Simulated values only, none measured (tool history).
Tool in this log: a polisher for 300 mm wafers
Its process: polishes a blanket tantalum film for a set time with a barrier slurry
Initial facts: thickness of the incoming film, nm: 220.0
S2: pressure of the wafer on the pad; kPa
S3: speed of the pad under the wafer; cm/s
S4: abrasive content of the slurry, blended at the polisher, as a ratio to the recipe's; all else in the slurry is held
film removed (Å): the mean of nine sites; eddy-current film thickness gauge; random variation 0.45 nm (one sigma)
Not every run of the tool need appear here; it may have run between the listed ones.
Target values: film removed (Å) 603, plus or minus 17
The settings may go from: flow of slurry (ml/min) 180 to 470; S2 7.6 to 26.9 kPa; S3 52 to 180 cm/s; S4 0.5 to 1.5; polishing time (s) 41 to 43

Run 1, hour 0: flow of slurry (ml/min) 300, S2 17.2 kPa, S3 116 cm/s, S4 1, polishing time (s) 41. Result: film removed (Å) 822.55.
Run 2, hour 6.8: flow of slurry (ml/min) 300, S2 16.5 kPa, S3 116 cm/s, S4 1, polishing time (s) 41. Result: film removed (Å) 790.38.
Run 3, hour 10.5: flow of slurry (ml/min) 270, S2 16.5 kPa, S3 116 cm/s, S4 1, polishing time (s) 41. Result: film removed (Å) 792.08.
Run 4, hour 15.2: flow of slurry (ml/min) 270, S2 15.9 kPa, S3 116 cm/s, S4 1, polishing time (s) 41. Result: film removed (Å) 751.04.
Run 5, hour 23.3: flow of slurry (ml/min) 270, S2 15.9 kPa, S3 138 cm/s, S4 1, polishing time (s) 41. Result: film removed (Å) 888.33.
Run 6, hour 26.4: flow of slurry (ml/min) 270, S2 15.2 kPa, S3 138 cm/s, S4 1, polishing time (s) 41. Result: film removed (Å) 827.6.
Run 7, hour 27.4: flow of slurry (ml/min) 270, S2 14.5 kPa, S3 138 cm/s, S4 1, polishing time (s) 41. Result: film removed (Å) 795.66.
Run 8, hour 31.7: flow of slurry (ml/min) 270, S2 13.8 kPa, S3 138 cm/s, S4 1, polishing time (s) 41. Result: film removed (Å) 764.31.
Run 9, hour 32.6: flow of slurry (ml/min) 265, S2 9 kPa, S3 138 cm/s, S4 1, polishing time (s) 41. Result: film removed (Å) 508.99.
Run 10, hour 35.4: flow of slurry (ml/min) 265, S2 10.3 kPa, S3 138 cm/s, S4 1, polishing time (s) 41. Result: film removed (Å) 582.76.

Which single option among these 5 for the next run brings every result within its allowed miss of target? Just one does.
Run A, hour 38.2: flow of slurry (ml/min) 240, S2 12.4 kPa, S3 122 cm/s, S4 0.8, polishing time (s) 43. Result: film removed (Å) ?.
Run B, hour 38.2: flow of slurry (ml/min) 260, S2 11 kPa, S3 132 cm/s, S4 0.85, polishing time (s) 41. Result: film removed (Å) ?.
Run C, hour 38.2: flow of slurry (ml/min) 220, S2 11.7 kPa, S3 124 cm/s, S4 0.9, polishing time (s) 41. Result: film removed (Å) ?.
Run D, hour 38.2: flow of slurry (ml/min) 180, S2 10.3 kPa, S3 154 cm/s, S4 0.7, polishing time (s) 41. Result: film removed (Å) ?.
Run E, hour 38.2: flow of slurry (ml/min) 325, S2 10.3 kPa, S3 130 cm/s, S4 1, polishing time (s) 42. Result: film removed (Å) ?.

move  film removed (Å)
   A            609.94
   B            568.62
   C            571.24
   D            554.59
   E            575.16
A: each result inside its tolerance
B: lands further from the targets than the last run did
C: lands further from the targets than the last run did
D: lands further from the targets than the last run did
E: lands further from the targets than the last run did
Correct choice: A, which meets every target
